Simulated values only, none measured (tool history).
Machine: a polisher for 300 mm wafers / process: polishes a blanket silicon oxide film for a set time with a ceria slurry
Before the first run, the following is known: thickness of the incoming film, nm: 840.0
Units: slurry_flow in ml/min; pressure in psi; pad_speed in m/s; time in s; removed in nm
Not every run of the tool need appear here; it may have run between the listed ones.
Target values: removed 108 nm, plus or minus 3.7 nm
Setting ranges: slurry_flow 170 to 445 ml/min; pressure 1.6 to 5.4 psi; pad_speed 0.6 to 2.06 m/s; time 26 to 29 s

run  hour  slurry_flow  pressure  pad_speed  time  removed
  1     0          285       3.5       1.32    29   190.25
  2   5.9          285       3.8       1.32    29   210.96
  3  10.8          285       3.5       1.32    29   195.41
  4    14          215       3.5       1.32    29   189.73
  5  19.7          265       3.5       1.32    29   188.73
  6    22          290       3.5       1.32    29   191.99
  7  25.9          290       3.3       1.32    29   186.09
  8  30.6          290       3.1        1.3    29   170.87
  9  31.4          290       2.9        1.3    29   165.07
 10  32.6          290       2.9        1.3    29   160.39
 11  39.9          290       2.9        1.3    29   160.14
 12  43.1          290       2.7        1.3    29    149.7
 13  49.8          290       2.6        1.3    29   145.63
 14  54.9          290       1.6       1.28    29   92.264
 15  61.9          290         2       1.28    29   113.71
 16  67.5          290         2       1.28    29   113.11
 17  75.7          285         2       1.28    29   111.22
 18  83.9          275         2       1.28    29   110.36
 19  90.8          270         2       1.28    29   110.81

Exercise: of the 4 proposed moves below, exactly one satisfies all targets within the stated allowed misses. Which move is it?
  A  97.7          275         2       1.36    28        ?
  B  97.7          260       2.6       1.08    26        ?
  C  97.7          250       2.1        1.3    29        ?
  D  97.7          240       2.5       1.24    26        ?

move  removed
   A   115.58
   B   108.59
   C   118.56
   D    118.6
A: moves away from the targets compared with the last run
B: every result within its allowed miss
C: moves away from the targets compared with the last run
D: moves away from the targets compared with the last run
The move that meets every target is B.
